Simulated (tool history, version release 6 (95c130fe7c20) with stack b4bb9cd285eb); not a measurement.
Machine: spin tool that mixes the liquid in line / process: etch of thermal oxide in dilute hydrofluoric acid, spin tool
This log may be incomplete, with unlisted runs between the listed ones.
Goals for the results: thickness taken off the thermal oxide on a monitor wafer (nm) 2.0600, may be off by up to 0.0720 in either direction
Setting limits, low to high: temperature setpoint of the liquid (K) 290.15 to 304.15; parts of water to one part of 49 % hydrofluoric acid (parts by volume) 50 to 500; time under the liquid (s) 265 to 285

| run | hour | temperature setpoint of the liquid (K) | parts of water to one part of 49 % hydrofluoric acid (parts by volume) | time under the liquid (s) | thickness taken off the thermal oxide on a monitor wafer (nm) |
|---|---|---|---|---|---|
| 1 | 0.0 | 296.15 | 275 | 265 | 3.6553 |
| 2 | 4.2 | 294.15 | 275 | 265 | 3.4334 |
| 3 | 9.4 | 294.15 | 210 | 265 | 4.8017 |
| 4 | 11.4 | 294.15 | 210 | 265 | 4.7592 |
| 5 | 13.8 | 297.65 | 210 | 265 | 5.4487 |
| 6 | 17.6 | 296.65 | 230 | 265 | 4.6917 |
| 7 | 25.5 | 292.65 | 340 | 265 | 2.4508 |
| 8 | 30.7 | 292.15 | 345 | 265 | 2.3717 |
| 9 | 35.2 | 292.15 | 350 | 265 | 2.3478 |
| 10 | 42.2 | 292.15 | 355 | 265 | 2.2775 |
| 11 | 48.9 | 291.15 | 360 | 265 | 2.1712 |

5 next moves are on the table. One of them brings every result within its allowed miss. Which?
| A | 55.6 | 290.15 | 345 | 280 | ? |
| B | 55.6 | 290.65 | 395 | 285 | ? |
| C | 55.6 | 291.15 | 335 | 265 | ? |
| D | 55.6 | 290.15 | 325 | 265 | ? |
| E | 55.6 | 294.65 | 380 | 265 | ? |

| move | thickness taken off the thermal oxide on a monitor wafer (nm) |
|---|---|
| A | 2.3501 |
| B | 2.0447 |
| C | 2.3963 |
| D | 2.3998 |
| E | 2.3028 |
A: further off than the last run
B: each result inside its tolerance
C: further off than the last run
D: further off than the last run
E: further off than the last run
Correct choice: B, which meets every target
